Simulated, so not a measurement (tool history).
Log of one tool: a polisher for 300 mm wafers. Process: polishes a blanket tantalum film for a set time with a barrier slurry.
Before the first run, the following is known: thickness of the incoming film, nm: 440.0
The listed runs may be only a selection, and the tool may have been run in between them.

| run | hour | flow of slurry (ml/min) | pressure of the wafer on the pad (kPa) | speed of the pad under the wafer (cm/s) | abrasive content of the slurry | polishing time (s) | film removed (nm) |
|---|---|---|---|---|---|---|---|
| 1 | 0 | 120 | 10.3 | 118 | 1 | 49 | 67.563 |
| 2 | 8.2 | 120 | 10.3 | 136 | 1 | 49 | 76.78 |
| 3 | 16.8 | 120 | 10.3 | 136 | 1 | 49 | 75.517 |
| 4 | 24.8 | 120 | 9 | 130 | 1 | 49 | 64.929 |
| 5 | 28.7 | 120 | 11 | 130 | 1 | 49 | 76.781 |
| 6 | 30.1 | 120 | 11 | 130 | 0.9 | 49 | 73.029 |
| 7 | 31.4 | 120 | 9 | 124 | 0.9 | 49 | 60.523 |
| 8 | 37.5 | 120 | 9 | 124 | 0.9 | 49 | 61.364 |
| 9 | 44.3 | 120 | 7.6 | 118 | 0.9 | 49 | 50.901 |
| 10 | 47.5 | 120 | 6.9 | 116 | 0.9 | 49 | 48.256 |

Run 11 is up next; what results do you expect?
| 11 | 53.1 | 120 | 6.2 | 114 | 0.9 | 49 | ? |

For run 11 the tool returned film removed (nm) 44.312.
